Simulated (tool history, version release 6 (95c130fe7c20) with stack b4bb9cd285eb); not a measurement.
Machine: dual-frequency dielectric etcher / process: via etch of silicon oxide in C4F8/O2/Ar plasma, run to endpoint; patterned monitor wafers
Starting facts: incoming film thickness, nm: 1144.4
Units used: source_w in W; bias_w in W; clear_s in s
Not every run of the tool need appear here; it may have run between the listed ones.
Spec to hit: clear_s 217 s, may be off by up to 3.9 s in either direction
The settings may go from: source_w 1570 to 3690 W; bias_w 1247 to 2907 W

Run 1, hour 0: source_w 2630 W, bias_w 2077 W. Result: clear_s 199.93 s.
Run 2, hour 5.3: source_w 2800 W, bias_w 2077 W. Result: clear_s 191.63 s.
Run 3, hour 9.2: source_w 2970 W, bias_w 2077 W. Result: clear_s 186.39 s.
Run 4, hour 14: source_w 2660 W, bias_w 2077 W. Result: clear_s 198.02 s.
Run 5, hour 14.7: source_w 2660 W, bias_w 2412 W. Result: clear_s 190.55 s.
Run 6, hour 23.7: source_w 2460 W, bias_w 2386 W. Result: clear_s 200.41 s.
Run 7, hour 25.4: source_w 2350 W, bias_w 2372 W. Result: clear_s 204.93 s.
Run 8, hour 34.3: source_w 2350 W, bias_w 2372 W. Result: clear_s 204.84 s.
Run 9, hour 42.4: source_w 1950 W, bias_w 2312 W. Result: clear_s 229.93 s.
Run 10, hour 47.9: source_w 2020 W, bias_w 2318 W. Result: clear_s 226.44 s.
Run 11, hour 55.8: source_w 2070 W, bias_w 2322 W. Result: clear_s 222.12 s.

Exercise: of the 5 proposed moves below, exactly one satisfies all targets within the stated allowed misses. Which move is it?
Run A, hour 63.7: source_w 2010 W, bias_w 2220 W. Result: clear_s ?.
Run B, hour 63.7: source_w 2020 W, bias_w 2200 W. Result: clear_s ?.
Run C, hour 63.7: source_w 1970 W, bias_w 2498 W. Result: clear_s ?.
Run D, hour 63.7: source_w 2090 W, bias_w 2188 W. Result: clear_s ?.
Run E, hour 63.7: source_w 2090 W, bias_w 2510 W. Result: clear_s ?.

move  clear_s
   A   229.94
   B   229.69
   C   226.71
   D   225.26
   E   218.47
A: moves away from the targets compared with the last run
B: moves away from the targets compared with the last run
C: moves away from the targets compared with the last run
D: moves away from the targets compared with the last run
E: hits every target within its allowed miss
The right move is E.
